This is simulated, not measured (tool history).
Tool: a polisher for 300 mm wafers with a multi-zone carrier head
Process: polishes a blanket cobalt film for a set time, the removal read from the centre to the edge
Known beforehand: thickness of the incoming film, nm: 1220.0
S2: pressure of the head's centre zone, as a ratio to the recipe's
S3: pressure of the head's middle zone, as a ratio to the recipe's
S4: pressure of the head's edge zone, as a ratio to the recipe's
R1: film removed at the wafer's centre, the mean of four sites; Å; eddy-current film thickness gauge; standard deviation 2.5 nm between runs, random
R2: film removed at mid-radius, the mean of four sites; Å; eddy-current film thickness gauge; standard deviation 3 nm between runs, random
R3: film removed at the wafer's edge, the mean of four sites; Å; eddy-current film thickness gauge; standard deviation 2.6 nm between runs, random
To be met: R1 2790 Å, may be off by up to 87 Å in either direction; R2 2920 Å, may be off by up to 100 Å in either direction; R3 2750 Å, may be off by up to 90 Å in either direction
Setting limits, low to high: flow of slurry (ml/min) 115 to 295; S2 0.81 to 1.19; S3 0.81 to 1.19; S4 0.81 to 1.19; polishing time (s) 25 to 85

Run 1, hour 0: flow of slurry (ml/min) 190, S2 1, S3 1, S4 1, polishing time (s) 55. Result: R1 2407.4 Å, R2 2463.7 Å, R3 2371.7 Å.
Run 2, hour 3.4: flow of slurry (ml/min) 205, S2 1.01, S3 1.02, S4 1.03, polishing time (s) 56. Result: R1 2539.4 Å, R2 2536.8 Å, R3 2453.8 Å.
Run 3, hour 10.6: flow of slurry (ml/min) 205, S2 1.01, S3 1.05, S4 1.03, polishing time (s) 56. Result: R1 2465.9 Å, R2 2572.8 Å, R3 2398 Å.
Run 4, hour 14.3: flow of slurry (ml/min) 210, S2 1.01, S3 1.06, S4 1.04, polishing time (s) 57. Result: R1 2576.8 Å, R2 2677 Å, R3 2494.2 Å.
Run 5, hour 15.5: flow of slurry (ml/min) 210, S2 1.01, S3 1.02, S4 1.04, polishing time (s) 57. Result: R1 2558.6 Å, R2 2568.4 Å, R3 2490.9 Å.
Run 6, hour 18.7: flow of slurry (ml/min) 210, S2 1.01, S3 1.04, S4 1.05, polishing time (s) 58. Result: R1 2577.4 Å, R2 2655.6 Å, R3 2528.2 Å.
Run 7, hour 22.3: flow of slurry (ml/min) 215, S2 1.01, S3 1.05, S4 1.06, polishing time (s) 59. Result: R1 2648.6 Å, R2 2746.3 Å, R3 2608 Å.
Run 8, hour 27.3: flow of slurry (ml/min) 220, S2 1.01, S3 1.06, S4 1.07, polishing time (s) 59. Result: R1 2687.1 Å, R2 2794.7 Å, R3 2602.2 Å.
Run 9, hour 36.1: flow of slurry (ml/min) 225, S2 1.01, S3 1.06, S4 1.08, polishing time (s) 59. Result: R1 2637.9 Å, R2 2769.5 Å, R3 2655.6 Å.
Run 10, hour 43.8: flow of slurry (ml/min) 230, S2 1.02, S3 1.07, S4 1.08, polishing time (s) 59. Result: R1 2709.7 Å, R2 2813.5 Å, R3 2656.2 Å.
Run 11, hour 52.7: flow of slurry (ml/min) 235, S2 1.02, S3 1.07, S4 1.09, polishing time (s) 59. Result: R1 2710.2 Å, R2 2817.9 Å, R3 2659.8 Å.

Which single option among these 4 for the next run brings every result within its allowed miss of target? Just one does.
Run A, hour 61.6: flow of slurry (ml/min) 195, S2 0.88, S3 1.13, S4 1.14, polishing time (s) 65. Result: R1 ?, R2 ?, R3 ?.
Run B, hour 61.6: flow of slurry (ml/min) 240, S2 1.02, S3 1.09, S4 1.11, polishing time (s) 61. Result: R1 ?, R2 ?, R3 ?.
Run C, hour 61.6: flow of slurry (ml/min) 240, S2 1.07, S3 1.19, S4 1.03, polishing time (s) 57. Result: R1 ?, R2 ?, R3 ?.
Run D, hour 61.6: flow of slurry (ml/min) 265, S2 0.87, S3 0.99, S4 1.07, polishing time (s) 64. Result: R1 ?, R2 ?, R3 ?.

move      R1      R2      R3
   A  2462.3  3152.3    2928
   B  2771.7  2957.5  2773.2
   C  2719.7  2968.9  2493.8
   D  2508.6  2908.8  2886.1
A: the result that was furthest off in the last run now lies on the other side of its target
B: every result within its allowed miss
C: puts the biggest miss on target and leaves a different result outside tolerance
D: puts the biggest miss on target and leaves a different result outside tolerance
Answer: B

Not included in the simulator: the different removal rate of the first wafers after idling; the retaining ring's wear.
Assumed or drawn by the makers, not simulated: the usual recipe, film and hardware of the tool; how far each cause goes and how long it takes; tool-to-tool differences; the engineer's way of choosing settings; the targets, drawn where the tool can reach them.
